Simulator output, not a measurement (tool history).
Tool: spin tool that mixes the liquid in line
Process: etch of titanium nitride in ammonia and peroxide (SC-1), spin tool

| run | hour | temperature setpoint of the liquid (C) | parts of water to one part of 30 % peroxide (parts by volume) | parts of 29 % ammonia solution to one part of 30 % peroxide (parts by volume) | time under the liquid (s) | thickness taken off the titanium nitride on a monitor wafer (nm) |
|---|---|---|---|---|---|---|
| 1 | 0.0 | 60.0 | 6 | 0.6 | 60 | 10.9810 |
| 2 | 6.3 | 60.0 | 6 | 0.4 | 60 | 10.3440 |
| 3 | 8.3 | 58.0 | 6 | 0.4 | 60 | 9.0692 |
| 4 | 13.4 | 58.0 | 7 | 0.4 | 60 | 8.3623 |
| 5 | 18.9 | 58.0 | 7 | 0.4 | 60 | 8.3667 |
| 6 | 20.5 | 61.0 | 7 | 0.4 | 60 | 10.1810 |
| 7 | 28.3 | 59.0 | 7 | 0.4 | 60 | 8.9955 |
| 8 | 29.5 | 57.5 | 7 | 0.4 | 60 | 8.0644 |

Forecast run 9:
| 9 | 34.2 | 56.0 | 7 | 0.4 | 60 | ? |

Run 9 gave thickness taken off the titanium nitride on a monitor wafer (nm) 7.3313.

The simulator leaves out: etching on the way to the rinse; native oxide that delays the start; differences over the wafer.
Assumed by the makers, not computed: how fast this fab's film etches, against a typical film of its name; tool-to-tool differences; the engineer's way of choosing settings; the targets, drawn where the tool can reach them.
